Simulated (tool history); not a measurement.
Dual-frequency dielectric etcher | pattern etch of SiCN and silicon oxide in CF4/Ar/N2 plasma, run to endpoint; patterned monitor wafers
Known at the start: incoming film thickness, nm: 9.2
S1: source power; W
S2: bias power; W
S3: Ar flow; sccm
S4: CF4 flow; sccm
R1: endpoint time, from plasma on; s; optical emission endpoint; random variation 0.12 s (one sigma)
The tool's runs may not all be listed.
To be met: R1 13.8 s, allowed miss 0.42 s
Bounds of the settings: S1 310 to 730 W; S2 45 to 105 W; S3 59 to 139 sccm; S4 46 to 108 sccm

{"run": 1, "hour": 0.0, "S1": 520, "S2": 75, "S3": 99, "S4": 77, "R1": 9.5343}
{"run": 2, "hour": 6.2, "S1": 460, "S2": 73, "S3": 100, "S4": 76, "R1": 10.932}
{"run": 3, "hour": 7.5, "S1": 430, "S2": 72, "S3": 100, "S4": 76, "R1": 11.684}
{"run": 4, "hour": 9.6, "S1": 410, "S2": 72, "S3": 100, "S4": 76, "R1": 12.266}
{"run": 5, "hour": 17.4, "S1": 410, "S2": 77, "S3": 100, "S4": 76, "R1": 11.836}
{"run": 6, "hour": 18.1, "S1": 410, "S2": 77, "S3": 114, "S4": 76, "R1": 12.061}
{"run": 7, "hour": 20.7, "S1": 390, "S2": 77, "S3": 114, "S4": 76, "R1": 12.629}
{"run": 8, "hour": 24.8, "S1": 390, "S2": 77, "S3": 114, "S4": 76, "R1": 12.396}
{"run": 9, "hour": 33.2, "S1": 370, "S2": 77, "S3": 114, "S4": 76, "R1": 13.34}

5 next moves are on the table. One of them brings every result within its allowed miss. Which?
{"run": "A", "hour": 41.6, "S1": 350, "S2": 79, "S3": 117, "S4": 74, "R1": "?"}
{"run": "B", "hour": 41.6, "S1": 370, "S2": 60, "S3": 120, "S4": 88, "R1": "?"}
{"run": "C", "hour": 41.6, "S1": 350, "S2": 69, "S3": 112, "S4": 73, "R1": "?"}
{"run": "D", "hour": 41.6, "S1": 320, "S2": 74, "S3": 111, "S4": 83, "R1": "?"}
{"run": "E", "hour": 41.6, "S1": 320, "S2": 79, "S3": 117, "S4": 72, "R1": "?"}

move=A R1=13.724
move=B R1=14.518
move=C R1=14.607
move=D R1=14.892
move=E R1=14.938
A: meets every target
B: takes the result that was furthest off past its target
C: takes the result that was furthest off past its target
D: takes the result that was furthest off past its target
E: takes the result that was furthest off past its target
Move A is the one to make.

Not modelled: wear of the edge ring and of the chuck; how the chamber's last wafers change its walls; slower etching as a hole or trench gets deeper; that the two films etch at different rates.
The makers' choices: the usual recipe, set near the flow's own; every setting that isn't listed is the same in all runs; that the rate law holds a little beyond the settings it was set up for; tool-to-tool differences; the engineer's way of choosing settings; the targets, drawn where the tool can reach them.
